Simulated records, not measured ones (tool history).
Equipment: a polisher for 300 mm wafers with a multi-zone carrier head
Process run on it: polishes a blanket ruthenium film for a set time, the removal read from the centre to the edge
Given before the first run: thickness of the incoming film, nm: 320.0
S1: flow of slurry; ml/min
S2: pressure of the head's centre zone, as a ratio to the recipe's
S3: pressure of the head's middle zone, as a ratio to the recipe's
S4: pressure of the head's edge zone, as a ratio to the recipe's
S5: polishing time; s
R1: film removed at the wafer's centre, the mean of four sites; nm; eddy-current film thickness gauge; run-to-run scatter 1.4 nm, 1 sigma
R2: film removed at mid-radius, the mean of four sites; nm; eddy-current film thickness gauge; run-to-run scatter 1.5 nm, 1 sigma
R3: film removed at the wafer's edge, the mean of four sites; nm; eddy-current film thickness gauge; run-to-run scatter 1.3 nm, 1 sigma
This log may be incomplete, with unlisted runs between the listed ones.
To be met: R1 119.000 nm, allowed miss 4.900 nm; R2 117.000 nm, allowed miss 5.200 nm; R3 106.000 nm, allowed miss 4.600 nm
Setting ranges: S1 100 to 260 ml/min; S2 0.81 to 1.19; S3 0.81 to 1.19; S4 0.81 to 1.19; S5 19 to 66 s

run 1 hour=0.0 | S1=165 S2=1.00 S3=1.00 S4=1.00 S5=42 | R1=91.339 R2=92.896 R3=92.271
run 2 hour=4.9 | S1=165 S2=1.00 S3=1.00 S4=1.07 S5=42 | R1=91.145 R2=89.139 R3=94.929
run 3 hour=13.2 | S1=165 S2=1.00 S3=1.05 S4=1.07 S5=42 | R1=91.903 R2=93.402 R3=97.003
run 4 hour=21.2 | S1=175 S2=1.02 S3=1.07 S4=1.06 S5=42 | R1=95.689 R2=95.104 R3=95.272
run 5 hour=28.7 | S1=180 S2=1.03 S3=1.09 S4=1.06 S5=43 | R1=96.613 R2=99.130 R3=99.023
run 6 hour=37.0 | S1=185 S2=1.05 S3=1.10 S4=1.05 S5=44 | R1=102.160 R2=105.100 R3=99.972
run 7 hour=38.5 | S1=190 S2=1.07 S3=1.11 S4=1.05 S5=44 | R1=105.110 R2=105.480 R3=100.660
run 8 hour=42.9 | S1=195 S2=1.08 S3=1.12 S4=1.05 S5=44 | R1=103.870 R2=104.360 R3=101.730
run 9 hour=45.0 | S1=195 S2=1.10 S3=1.13 S4=1.04 S5=45 | R1=110.380 R2=106.750 R3=101.650
run 10 hour=52.9 | S1=200 S2=1.11 S3=1.14 S4=1.04 S5=45 | R1=109.930 R2=108.230 R3=103.170

Of the 5 settings listed for the next run, only one would bring every result within its allowed miss of target. Which one?
run A hour=60.8 | S1=165 S2=1.13 S3=1.13 S4=0.94 S5=49 | R1=? R2=? R3=?
run B hour=60.8 | S1=190 S2=0.92 S3=1.18 S4=1.06 S5=52 | R1=? R2=? R3=?
run C hour=60.8 | S1=205 S2=1.02 S3=1.15 S4=1.06 S5=44 | R1=? R2=? R3=?
run D hour=60.8 | S1=260 S2=1.08 S3=1.19 S4=0.99 S5=44 | R1=? R2=? R3=?
run E hour=60.8 | S1=190 S2=1.05 S3=1.19 S4=1.04 S5=47 | R1=? R2=? R3=?

move=A R1=117.600 R2=115.860 R3=105.320
move=B R1=105.250 R2=128.820 R3=119.640
move=C R1=98.603 R2=107.760 R3=101.830
move=D R1=106.580 R2=112.980 R3=100.120
move=E R1=107.250 R2=117.080 R3=107.110
A: all results land within tolerance of their targets
B: misses by more than the last run did
C: misses by more than the last run did
D: misses by more than the last run did
E: misses by more than the last run did
The right move is A.
